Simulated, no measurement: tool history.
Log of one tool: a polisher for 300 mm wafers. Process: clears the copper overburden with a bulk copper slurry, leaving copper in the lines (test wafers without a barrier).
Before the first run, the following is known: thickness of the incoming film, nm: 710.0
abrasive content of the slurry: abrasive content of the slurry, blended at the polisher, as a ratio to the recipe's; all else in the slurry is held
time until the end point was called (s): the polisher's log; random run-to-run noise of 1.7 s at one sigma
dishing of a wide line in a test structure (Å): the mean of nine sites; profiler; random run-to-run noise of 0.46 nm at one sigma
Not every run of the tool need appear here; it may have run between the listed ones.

| run | hour | flow of slurry (ml/min) | pressure of the wafer on the pad (kPa) | speed of the pad under the wafer (cm/s) | abrasive content of the slurry | overpolish time after the end point (s) | time until the end point was called (s) | dishing of a wide line in a test structure (Å) |
|---|---|---|---|---|---|---|---|---|
| 1 | 0.0 | 310 | 12.4 | 94 | 1.00 | 14 | 120.550 | 356.67 |
| 2 | 0.7 | 310 | 12.4 | 104 | 1.00 | 14 | 115.140 | 372.15 |
| 3 | 6.7 | 335 | 13.1 | 98 | 1.10 | 12 | 109.170 | 338.87 |
| 4 | 9.7 | 340 | 13.1 | 98 | 1.10 | 11 | 114.170 | 331.90 |
| 5 | 14.4 | 360 | 13.8 | 96 | 1.20 | 10 | 103.800 | 334.50 |
| 6 | 17.9 | 360 | 15.2 | 96 | 1.20 | 10 | 92.481 | 356.11 |
| 7 | 22.3 | 380 | 14.5 | 98 | 1.25 | 9 | 94.018 | 328.20 |

The next listed run, before its measurement:
| 8 | 24.4 | 390 | 14.5 | 98 | 1.25 | 8 | ? | ? |

time until the end point was called (s): 94.739
dishing of a wide line in a test structure (Å): 294.63
